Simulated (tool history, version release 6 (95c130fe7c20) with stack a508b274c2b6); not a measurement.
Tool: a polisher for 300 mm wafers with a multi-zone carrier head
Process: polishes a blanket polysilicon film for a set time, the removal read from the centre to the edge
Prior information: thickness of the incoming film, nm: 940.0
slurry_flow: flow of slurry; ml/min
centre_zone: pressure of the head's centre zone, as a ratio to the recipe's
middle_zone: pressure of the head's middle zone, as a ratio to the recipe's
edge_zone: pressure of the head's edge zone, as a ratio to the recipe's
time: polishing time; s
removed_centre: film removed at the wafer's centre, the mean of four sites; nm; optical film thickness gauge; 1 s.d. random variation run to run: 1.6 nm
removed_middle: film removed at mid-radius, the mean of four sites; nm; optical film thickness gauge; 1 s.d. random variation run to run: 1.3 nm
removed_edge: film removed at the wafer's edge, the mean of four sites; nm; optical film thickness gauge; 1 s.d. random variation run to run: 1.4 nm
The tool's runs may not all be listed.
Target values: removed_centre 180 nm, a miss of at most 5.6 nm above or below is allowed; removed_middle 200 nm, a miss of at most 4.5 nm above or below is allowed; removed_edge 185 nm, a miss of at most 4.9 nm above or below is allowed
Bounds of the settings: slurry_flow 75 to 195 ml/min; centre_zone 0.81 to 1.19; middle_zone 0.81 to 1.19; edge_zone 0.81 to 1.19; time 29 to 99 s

run,hour,slurry_flow,centre_zone,middle_zone,edge_zone,time,removed_centre,removed_middle,removed_edge
1,0,125,1,1,1,64,291.34,289.56,285.63
2,6.7,120,0.98,1,0.97,61,266.48,270.12,267.37
3,10.7,120,0.98,1.05,0.97,61,264.88,280.23,264.34
4,14.4,115,0.97,1.05,0.95,58,251.39,266.9,251.55
5,20.6,115,0.96,1.05,0.93,55,232.94,256.1,235.51
6,25.8,115,0.91,1.05,0.93,55,219.26,249.36,234.66
7,31.4,115,0.91,1.04,0.91,53,209.72,240.95,227.07
8,37.8,110,0.92,1.04,0.9,51,204.54,229.45,214.19
9,38.4,75,0.89,1,0.81,47,154.4,177.13,168.99
10,45.2,80,0.89,1,0.81,47,159.89,183.6,173.22
11,51.4,85,0.89,1,0.81,47,165.11,189.96,177.33
12,55.8,95,0.9,0.99,0.81,47,178.65,193.78,182.59

Exactly one of the 5 candidate moves below puts every result within its allowed miss. Which one?
A,60.2,85,0.93,0.93,0.81,50,?,?,?
B,60.2,75,0.95,0.99,0.89,51,?,?,?
C,60.2,85,0.95,0.99,0.91,48,?,?,?
D,60.2,115,0.89,0.91,0.83,45,?,?,?
E,60.2,90,0.91,1,0.81,49,?,?,?

move,removed_centre,removed_middle,removed_edge
A,181.59,189.39,188.49
B,177.88,193.02,193.71
C,178.18,191.56,190.5
D,175.34,184.91,183.3
E,178.63,201.59,187.17
A: moves away from the targets compared with the last run
B: moves away from the targets compared with the last run
C: moves away from the targets compared with the last run
D: moves away from the targets compared with the last run
E: all results land within tolerance of their targets
E meets every target.
